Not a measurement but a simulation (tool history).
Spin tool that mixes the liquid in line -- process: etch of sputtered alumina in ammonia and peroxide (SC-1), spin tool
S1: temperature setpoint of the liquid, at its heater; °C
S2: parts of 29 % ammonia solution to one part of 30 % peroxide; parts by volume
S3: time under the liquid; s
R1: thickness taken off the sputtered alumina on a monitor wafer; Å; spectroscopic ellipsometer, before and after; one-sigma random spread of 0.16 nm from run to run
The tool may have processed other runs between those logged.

run 1 day=0 | S1=50 S2=0.55 S3=295 | R1=143.15
run 2 day=0.175 | S1=47 S2=0.55 S3=295 | R1=122.04
run 3 day=0.367 | S1=41.5 S2=0.55 S3=295 | R1=88.353
run 4 day=0.7 | S1=38 S2=0.55 S3=295 | R1=72.334
run 5 day=1.017 | S1=41.5 S2=0.55 S3=295 | R1=89.575
run 6 day=1.133 | S1=41.5 S2=0.55 S3=315 | R1=93.865
run 7 day=1.408 | S1=44 S2=0.55 S3=315 | R1=109.38
run 8 day=1.446 | S1=46.5 S2=0.55 S3=315 | R1=126.51

Run 9, settings as shown, results not yet in. Your forecast:
run 9 day=1.742 | S1=48.5 S2=0.55 S3=315 | R1=?

{"run 9": {"R1": 140.36}}
